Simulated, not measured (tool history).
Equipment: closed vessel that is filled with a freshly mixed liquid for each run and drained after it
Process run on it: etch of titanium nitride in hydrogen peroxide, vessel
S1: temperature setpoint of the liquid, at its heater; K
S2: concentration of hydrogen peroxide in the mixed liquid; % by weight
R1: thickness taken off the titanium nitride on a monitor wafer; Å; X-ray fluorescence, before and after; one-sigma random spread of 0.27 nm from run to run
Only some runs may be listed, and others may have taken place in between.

{"run": 1, "day": 0.0, "S1": 318.15, "S2": 19, "time in the liquid (s)": 755, "R1": 133}
{"run": 2, "day": 0.112, "S1": 322.15, "S2": 19, "time in the liquid (s)": 755, "R1": 176.39}
{"run": 3, "day": 0.375, "S1": 322.15, "S2": 19, "time in the liquid (s)": 810, "R1": 192.92}
{"run": 4, "day": 0.704, "S1": 325.15, "S2": 19, "time in the liquid (s)": 810, "R1": 239.71}
{"run": 5, "day": 0.988, "S1": 327.15, "S2": 19, "time in the liquid (s)": 810, "R1": 270.37}
{"run": 6, "day": 1.104, "S1": 327.15, "S2": 19, "time in the liquid (s)": 755, "R1": 254.71}
{"day": 1.379, "done": "thermometer replaced"}
{"run": 7, "day": 1.379, "S1": 328.65, "S2": 19, "time in the liquid (s)": 755, "R1": 329.81}
{"run": 8, "day": 1.667, "S1": 329.15, "S2": 19, "time in the liquid (s)": 755, "R1": 337.08}
{"run": 9, "day": 1.808, "S1": 329.15, "S2": 19, "time in the liquid (s)": 755, "R1": 338.88}

Run 10 is up next; what results do you expect?
{"run": 10, "day": 2.075, "S1": 329.65, "S2": 19, "time in the liquid (s)": 755, "R1": "?"}

Run 10 measured R1 350.45 Å.

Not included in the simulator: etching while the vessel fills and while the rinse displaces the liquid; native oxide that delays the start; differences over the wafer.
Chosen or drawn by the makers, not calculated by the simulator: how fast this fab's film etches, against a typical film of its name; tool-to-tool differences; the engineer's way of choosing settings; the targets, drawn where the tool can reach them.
